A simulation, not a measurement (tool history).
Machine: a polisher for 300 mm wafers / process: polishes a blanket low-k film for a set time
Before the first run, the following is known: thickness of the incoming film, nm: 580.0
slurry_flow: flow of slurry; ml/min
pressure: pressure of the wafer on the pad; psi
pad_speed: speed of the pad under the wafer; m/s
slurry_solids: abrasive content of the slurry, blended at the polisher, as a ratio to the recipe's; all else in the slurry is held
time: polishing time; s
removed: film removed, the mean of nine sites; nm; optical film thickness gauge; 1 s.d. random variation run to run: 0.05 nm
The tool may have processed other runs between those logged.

run 1 day=0 | slurry_flow=310 pressure=2.1 pad_speed=1.26 slurry_solids=1 time=19 | removed=9.8043
run 2 day=0.054 | slurry_flow=310 pressure=1.9 pad_speed=1.26 slurry_solids=1 time=19 | removed=8.7808
run 3 day=0.354 | slurry_flow=310 pressure=1.9 pad_speed=1.02 slurry_solids=1 time=19 | removed=7.5054
run 4 day=0.704 | slurry_flow=310 pressure=1.9 pad_speed=0.88 slurry_solids=1 time=19 | removed=6.7468
run 5 day=1.071 | slurry_flow=310 pressure=1.9 pad_speed=0.88 slurry_solids=1.15 time=19 | removed=7.1262
run 6 day=1.417 | slurry_flow=310 pressure=1.6 pad_speed=0.86 slurry_solids=1.15 time=19 | removed=5.9311
run 7 day=1.708 | slurry_flow=310 pressure=1.5 pad_speed=0.86 slurry_solids=1.15 time=19 | removed=5.6717

For run 8, what comes out?
run 8 day=1.825 | slurry_flow=310 pressure=1.4 pad_speed=0.86 slurry_solids=1.15 time=19 | removed=?

removed: 5.2266 nm
